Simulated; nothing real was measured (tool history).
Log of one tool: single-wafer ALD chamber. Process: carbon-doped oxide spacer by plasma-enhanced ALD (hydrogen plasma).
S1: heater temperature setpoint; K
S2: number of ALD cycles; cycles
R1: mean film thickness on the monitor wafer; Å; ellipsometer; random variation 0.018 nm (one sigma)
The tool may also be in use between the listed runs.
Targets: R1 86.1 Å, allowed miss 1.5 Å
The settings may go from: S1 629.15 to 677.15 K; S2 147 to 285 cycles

{"run": 1, "day": 0.0, "S1": 653.15, "S2": 216, "R1": 112.14}
{"run": 2, "day": 0.371, "S1": 653.15, "S2": 247, "R1": 129.41}
{"run": 3, "day": 0.446, "S1": 653.15, "S2": 225, "R1": 117.64}
{"run": 4, "day": 0.7, "S1": 653.15, "S2": 208, "R1": 108.31}
{"run": 5, "day": 0.742, "S1": 653.15, "S2": 196, "R1": 102.35}
{"run": 6, "day": 1.1, "S1": 653.15, "S2": 187, "R1": 97.953}
{"run": 7, "day": 1.442, "S1": 653.15, "S2": 180, "R1": 93.486}
{"run": 8, "day": 1.588, "S1": 653.15, "S2": 161, "R1": 83.69}
{"run": 9, "day": 1.612, "S1": 653.15, "S2": 162, "R1": 84.611}

4 next moves are on the table. One of them brings every result within its allowed miss. Which?
{"run": "A", "day": 1.638, "S1": 652.15, "S2": 157, "R1": "?"}
{"run": "B", "day": 1.638, "S1": 658.15, "S2": 158, "R1": "?"}
{"run": "C", "day": 1.638, "S1": 664.15, "S2": 154, "R1": "?"}
{"run": "D", "day": 1.638, "S1": 664.15, "S2": 164, "R1": "?"}

move=A R1=81.874
move=B R1=82.396
move=C R1=80.31
move=D R1=85.525
A: further off than the last run
B: further off than the last run
C: further off than the last run
D: meets every target
Answer: D
